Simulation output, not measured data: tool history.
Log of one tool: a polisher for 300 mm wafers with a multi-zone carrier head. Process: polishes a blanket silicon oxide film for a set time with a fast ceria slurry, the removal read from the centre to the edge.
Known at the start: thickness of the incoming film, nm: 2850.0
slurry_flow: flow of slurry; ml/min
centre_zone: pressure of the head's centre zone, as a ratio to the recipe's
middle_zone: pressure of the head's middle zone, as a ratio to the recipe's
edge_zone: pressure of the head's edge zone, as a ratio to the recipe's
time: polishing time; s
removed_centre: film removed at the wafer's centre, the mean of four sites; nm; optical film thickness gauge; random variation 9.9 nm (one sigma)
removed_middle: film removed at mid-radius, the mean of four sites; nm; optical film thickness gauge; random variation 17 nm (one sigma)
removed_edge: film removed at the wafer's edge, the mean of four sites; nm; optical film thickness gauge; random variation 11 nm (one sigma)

run  hour  slurry_flow  centre_zone  middle_zone  edge_zone  time  removed_centre  removed_middle  removed_edge
  1     0          180            1            1          1    56          1066.1          1086.7        1130.1
  2     1          180         0.93            1          1    56          1017.9          1107.4        1134.5
  3   9.4          195         0.95         1.03       1.01    57            1077          1158.9        1148.1
  4  17.2          195         0.95          1.1       1.01    57          1091.1          1207.4        1152.5
  5  24.7          195         0.95         1.14       1.01    57          1068.2          1283.6        1153.7
  6  25.7          235         0.95         1.14       1.01    57          1102.1          1294.4        1196.5
  7  33.5          240         0.96         1.14       1.02    57          1114.9          1290.2        1189.5
  8  38.5          245         0.97         1.14       1.03    58          1124.4          1295.5        1225.2
  9  46.5          245         0.97         1.14       1.03    58          1135.4          1358.5        1229.8

The next listed run, before its measurement:
 10  52.4          250         0.98         1.13       1.03    58               ?               ?             ?

{"run 10": {"removed_centre": 1166.1, "removed_middle": 1294.6, "removed_edge": 1212.7}}

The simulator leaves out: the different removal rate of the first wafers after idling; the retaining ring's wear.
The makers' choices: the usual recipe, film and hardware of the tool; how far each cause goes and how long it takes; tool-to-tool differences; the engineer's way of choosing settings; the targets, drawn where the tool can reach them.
